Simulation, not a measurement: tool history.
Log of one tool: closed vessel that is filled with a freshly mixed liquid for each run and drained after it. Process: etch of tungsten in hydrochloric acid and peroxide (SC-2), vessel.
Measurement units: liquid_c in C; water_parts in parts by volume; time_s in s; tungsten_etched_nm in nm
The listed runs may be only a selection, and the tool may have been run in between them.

run  hour  liquid_c  water_parts  time_s  tungsten_etched_nm
  1   0.0      57.0          9.0     100              25.277
  2   8.9      57.0          9.0     100              24.674
  3  11.2      58.5          9.0     100              27.641
  4  15.0      58.5          9.0     105              28.632
  5  15.8      58.5          6.5     105              37.061
  6  20.1      58.0          6.5     105              36.123
  7  22.1      57.5          6.5     105              34.799

Run 8 comes next. What will it give?
  8  30.2      57.0          6.5     105                   ?

Logged for run 8: tungsten_etched_nm 33.645 nm.
